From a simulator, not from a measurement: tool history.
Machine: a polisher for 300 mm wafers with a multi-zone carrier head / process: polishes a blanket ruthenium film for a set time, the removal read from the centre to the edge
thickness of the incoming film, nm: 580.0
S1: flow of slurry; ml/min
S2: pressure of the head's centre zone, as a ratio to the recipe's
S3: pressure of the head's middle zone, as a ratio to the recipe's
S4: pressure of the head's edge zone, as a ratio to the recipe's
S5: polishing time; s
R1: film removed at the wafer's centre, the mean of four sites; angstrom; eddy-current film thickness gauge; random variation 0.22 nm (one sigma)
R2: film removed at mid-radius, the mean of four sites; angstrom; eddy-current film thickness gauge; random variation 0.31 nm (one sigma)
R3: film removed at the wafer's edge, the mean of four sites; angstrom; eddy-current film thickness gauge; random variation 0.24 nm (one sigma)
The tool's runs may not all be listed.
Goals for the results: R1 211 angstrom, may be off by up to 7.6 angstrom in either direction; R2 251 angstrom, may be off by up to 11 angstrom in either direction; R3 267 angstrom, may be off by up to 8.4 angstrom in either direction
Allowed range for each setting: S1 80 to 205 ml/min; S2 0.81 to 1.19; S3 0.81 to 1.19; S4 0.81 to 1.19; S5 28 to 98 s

run  hour   S1    S2    S3    S4  S5      R1      R2      R3
  1     0  135     1     1     1  63  428.25  478.09  488.07
  2   1.4  135     1  0.93     1  63  435.25  449.12  489.19
  3   7.6  120     1  0.93     1  63  416.19  426.16  480.85
  4  11.2  115  0.96  0.94  0.96  52  317.97     353  381.53
       14  -- centre zone pressure recalibrated
  5    14  110  0.93  0.93  0.92  47   302.9  320.99  344.93
  6  21.1  100   0.9  0.94  0.92  43  261.38  277.17  307.76
  7  23.8   95  0.87  0.98  0.92  42  238.34  277.19  294.18
  8  31.1   90  0.85  0.98  0.91  41  231.91  266.42  285.08

Which single option among these 4 for the next run brings every result within its allowed miss of target? Just one does.
  A  38.4  100  0.84  1.11  0.94  37   ?   ?   ?
  B  38.4  105  0.82  0.94   0.9  37   ?   ?   ?
  C  38.4   85  0.87  1.01  0.91  41   ?   ?   ?
  D  38.4   80  0.82  0.83  0.97  44   ?   ?   ?

move      R1      R2      R3
   A  208.26  273.28  268.34
   B  206.37  243.27   266.1
   C  224.76   266.5  283.14
   D  221.18  240.68  309.32
A: the furthest-off result lands on target, but another misses its tolerance
B: each result inside its tolerance
C: nearer than the last run, and not there yet
D: its largest miss is bigger than the last run's
The move that meets every target is B.

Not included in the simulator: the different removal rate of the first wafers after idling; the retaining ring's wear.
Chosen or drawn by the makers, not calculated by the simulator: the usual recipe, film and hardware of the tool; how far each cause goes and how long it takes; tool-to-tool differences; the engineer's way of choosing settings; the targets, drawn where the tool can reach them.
